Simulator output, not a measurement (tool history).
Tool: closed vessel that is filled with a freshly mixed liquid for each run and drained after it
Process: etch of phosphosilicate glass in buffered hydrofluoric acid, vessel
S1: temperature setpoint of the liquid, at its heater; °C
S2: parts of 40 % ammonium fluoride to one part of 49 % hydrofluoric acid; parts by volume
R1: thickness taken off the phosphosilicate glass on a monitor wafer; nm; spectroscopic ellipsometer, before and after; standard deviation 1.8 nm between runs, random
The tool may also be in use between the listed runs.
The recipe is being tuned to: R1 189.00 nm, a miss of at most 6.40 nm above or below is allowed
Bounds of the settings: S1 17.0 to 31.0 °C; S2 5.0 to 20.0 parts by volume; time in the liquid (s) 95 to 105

Run 1, hour 0.0: S1 23.0 °C, S2 12.0 parts by volume, time in the liquid (s) 95. Result: R1 279.84 nm.
Run 2, hour 6.7: S1 23.0 °C, S2 12.0 parts by volume, time in the liquid (s) 105. Result: R1 307.16 nm.
Run 3, hour 11.3: S1 23.0 °C, S2 14.5 parts by volume, time in the liquid (s) 105. Result: R1 253.72 nm.
Run 4, hour 20.2: S1 22.0 °C, S2 14.5 parts by volume, time in the liquid (s) 105. Result: R1 243.62 nm.
Run 5, hour 29.1: S1 21.0 °C, S2 14.5 parts by volume, time in the liquid (s) 105. Result: R1 222.95 nm.
Run 6, hour 35.9: S1 20.5 °C, S2 14.5 parts by volume, time in the liquid (s) 105. Result: R1 222.11 nm.
At hour 43.0: hydrofluoric acid flow meter replaced.
Run 7, hour 43.0: S1 20.0 °C, S2 14.5 parts by volume, time in the liquid (s) 105. Result: R1 205.19 nm.
Run 8, hour 44.2: S1 19.5 °C, S2 14.5 parts by volume, time in the liquid (s) 105. Result: R1 195.76 nm.

Pick the move, out of 4, that brings all results within their allowed miss; only one does.
Run A, hour 45.4: S1 21.5 °C, S2 15.0 parts by volume, time in the liquid (s) 100. Result: R1 ?.
Run B, hour 45.4: S1 20.5 °C, S2 15.5 parts by volume, time in the liquid (s) 100. Result: R1 ?.
Run C, hour 45.4: S1 20.0 °C, S2 13.5 parts by volume, time in the liquid (s) 100. Result: R1 ?.
Run D, hour 45.4: S1 17.5 °C, S2 12.5 parts by volume, time in the liquid (s) 105. Result: R1 ?.

move      R1
   A  202.00
   B  184.99
   C  206.05
   D  202.57
A: misses by more than the last run did
B: in spec on every target
C: misses by more than the last run did
D: misses by more than the last run did
Answer: B
